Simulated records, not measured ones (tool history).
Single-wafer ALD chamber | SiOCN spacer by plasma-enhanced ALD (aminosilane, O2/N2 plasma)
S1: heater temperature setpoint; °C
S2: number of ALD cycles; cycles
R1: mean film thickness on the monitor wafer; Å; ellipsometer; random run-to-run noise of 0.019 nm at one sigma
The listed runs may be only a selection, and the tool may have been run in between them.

run  hour   S1   S2      R1
  1     0  405  110  66.312
  2   7.5  409  110  65.517
  3  16.5  419  110  63.755
  4  25.2  419  120  68.931
  5  31.1  420  116  66.191
  6    34  429  116  64.395

Run 7, settings as shown, results not yet in. Your forecast:
  7    36  429  112   ?

R1: 62.205 Å

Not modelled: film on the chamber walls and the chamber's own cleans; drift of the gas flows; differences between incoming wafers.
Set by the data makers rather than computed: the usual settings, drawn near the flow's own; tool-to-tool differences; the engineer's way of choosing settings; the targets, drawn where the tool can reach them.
